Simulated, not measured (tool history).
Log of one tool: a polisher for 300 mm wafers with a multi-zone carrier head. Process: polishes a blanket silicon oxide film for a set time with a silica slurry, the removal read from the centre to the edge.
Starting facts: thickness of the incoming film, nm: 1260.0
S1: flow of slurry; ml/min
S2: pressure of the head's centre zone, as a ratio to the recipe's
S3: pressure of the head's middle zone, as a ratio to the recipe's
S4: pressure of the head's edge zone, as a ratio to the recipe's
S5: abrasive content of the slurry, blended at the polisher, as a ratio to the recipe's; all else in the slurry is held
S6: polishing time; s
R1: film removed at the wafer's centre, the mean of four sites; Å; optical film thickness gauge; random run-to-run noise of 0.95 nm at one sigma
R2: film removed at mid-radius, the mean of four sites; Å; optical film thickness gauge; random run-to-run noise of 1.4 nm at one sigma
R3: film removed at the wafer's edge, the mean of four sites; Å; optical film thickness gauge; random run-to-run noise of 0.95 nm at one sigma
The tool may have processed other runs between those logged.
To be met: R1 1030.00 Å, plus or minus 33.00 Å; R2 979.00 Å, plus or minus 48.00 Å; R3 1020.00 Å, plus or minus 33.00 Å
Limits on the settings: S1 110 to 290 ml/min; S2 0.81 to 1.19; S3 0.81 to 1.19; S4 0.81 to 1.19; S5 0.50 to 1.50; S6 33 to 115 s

Run 1, day 0.000: S1 185 ml/min, S2 1.00, S3 1.00, S4 1.00, S5 1.00, S6 73 s. Result: R1 2129.10 Å, R2 2149.00 Å, R3 2134.60 Å.
Run 2, day 0.133: S1 180 ml/min, S2 0.99, S3 0.98, S4 0.98, S5 0.90, S6 67 s. Result: R1 1821.40 Å, R2 1808.40 Å, R3 1791.30 Å.
Run 3, day 0.379: S1 170 ml/min, S2 0.97, S3 0.95, S4 0.96, S5 0.80, S6 64 s. Result: R1 1515.40 Å, R2 1530.20 Å, R3 1507.70 Å.
Run 4, day 0.421: S1 170 ml/min, S2 0.97, S3 0.95, S4 0.96, S5 0.90, S6 64 s. Result: R1 1674.60 Å, R2 1669.90 Å, R3 1697.50 Å.
Run 5, day 0.688: S1 165 ml/min, S2 0.96, S3 0.93, S4 0.95, S5 0.80, S6 62 s. Result: R1 1460.50 Å, R2 1476.00 Å, R3 1462.00 Å.
Run 6, day 0.733: S1 165 ml/min, S2 0.96, S3 0.93, S4 1.03, S5 0.80, S6 62 s. Result: R1 1424.20 Å, R2 1431.00 Å, R3 1527.00 Å.
Run 7, day 0.804: S1 160 ml/min, S2 0.96, S3 0.91, S4 1.01, S5 0.75, S6 61 s. Result: R1 1335.50 Å, R2 1314.30 Å, R3 1391.60 Å.
Run 8, day 0.871: S1 155 ml/min, S2 0.96, S3 0.89, S4 0.99, S5 0.70, S6 61 s. Result: R1 1244.20 Å, R2 1228.40 Å, R3 1265.30 Å.
Run 9, day 1.225: S1 150 ml/min, S2 0.96, S3 0.87, S4 0.99, S5 0.70, S6 61 s. Result: R1 1226.40 Å, R2 1171.90 Å, R3 1278.90 Å.
Run 10, day 1.579: S1 145 ml/min, S2 0.96, S3 0.86, S4 0.97, S5 0.65, S6 61 s. Result: R1 1115.20 Å, R2 1041.60 Å, R3 1162.20 Å.
Run 11, day 1.746: S1 140 ml/min, S2 0.96, S3 0.86, S4 0.94, S5 0.65, S6 61 s. Result: R1 1127.10 Å, R2 1043.20 Å, R3 1140.10 Å.
Run 12, day 1.962: S1 135 ml/min, S2 0.95, S3 0.86, S4 0.92, S5 0.65, S6 61 s. Result: R1 1086.60 Å, R2 1045.30 Å, R3 1124.60 Å.
Run 13, day 2.079: S1 135 ml/min, S2 0.95, S3 0.86, S4 0.92, S5 0.65, S6 61 s. Result: R1 1097.60 Å, R2 1043.90 Å, R3 1107.60 Å.
Run 14, day 2.354: S1 130 ml/min, S2 0.95, S3 0.86, S4 0.91, S5 0.65, S6 61 s. Result: R1 1084.00 Å, R2 1052.60 Å, R3 1096.40 Å.
Run 15, day 2.721: S1 125 ml/min, S2 0.95, S3 0.85, S4 0.90, S5 0.65, S6 61 s. Result: R1 1081.50 Å, R2 1017.20 Å, R3 1094.00 Å.
Run 16, day 3.067: S1 125 ml/min, S2 0.95, S3 0.85, S4 0.88, S5 0.65, S6 61 s. Result: R1 1073.50 Å, R2 1052.40 Å, R3 1105.30 Å.
Run 17, day 3.150: S1 125 ml/min, S2 0.96, S3 0.85, S4 0.87, S5 0.65, S6 61 s. Result: R1 1094.80 Å, R2 1020.40 Å, R3 1103.30 Å.
Run 18, day 3.212: S1 125 ml/min, S2 0.95, S3 0.88, S4 0.82, S5 0.50, S6 61 s. Result: R1 721.18 Å, R2 701.25 Å, R3 694.34 Å.
Run 19, day 3.246: S1 140 ml/min, S2 0.95, S3 0.89, S4 0.87, S5 0.50, S6 61 s. Result: R1 735.36 Å, R2 704.06 Å, R3 728.41 Å.
Run 20, day 3.592: S1 135 ml/min, S2 0.97, S3 0.91, S4 0.91, S5 0.50, S6 61 s. Result: R1 734.19 Å, R2 717.47 Å, R3 726.87 Å.

4 candidate next runs follow, results not yet known. Just one meets every target within its allowed miss. Identify it.
Run A, day 3.938: S1 155 ml/min, S2 0.98, S3 0.88, S4 0.92, S5 0.85, S6 42 s. Result: R1 ?, R2 ?, R3 ?.
Run B, day 3.938: S1 155 ml/min, S2 0.98, S3 0.97, S4 0.87, S5 0.55, S6 66 s. Result: R1 ?, R2 ?, R3 ?.
Run C, day 3.938: S1 160 ml/min, S2 1.10, S3 0.99, S4 0.97, S5 0.60, S6 54 s. Result: R1 ?, R2 ?, R3 ?.
Run D, day 3.938: S1 140 ml/min, S2 0.94, S3 1.15, S4 0.86, S5 0.60, S6 58 s. Result: R1 ?, R2 ?, R3 ?.

move       R1       R2       R3
   A  1049.60   987.05  1024.20
   B   997.37   999.45   947.28
   C  1021.20   950.37   933.41
   D   950.68  1105.60   930.49
A: meets every target
B: the furthest-off result lands on target, but another misses its tolerance
C: the furthest-off result lands on target, but another misses its tolerance
D: closer than the last run, but not yet in spec
The right move is A.

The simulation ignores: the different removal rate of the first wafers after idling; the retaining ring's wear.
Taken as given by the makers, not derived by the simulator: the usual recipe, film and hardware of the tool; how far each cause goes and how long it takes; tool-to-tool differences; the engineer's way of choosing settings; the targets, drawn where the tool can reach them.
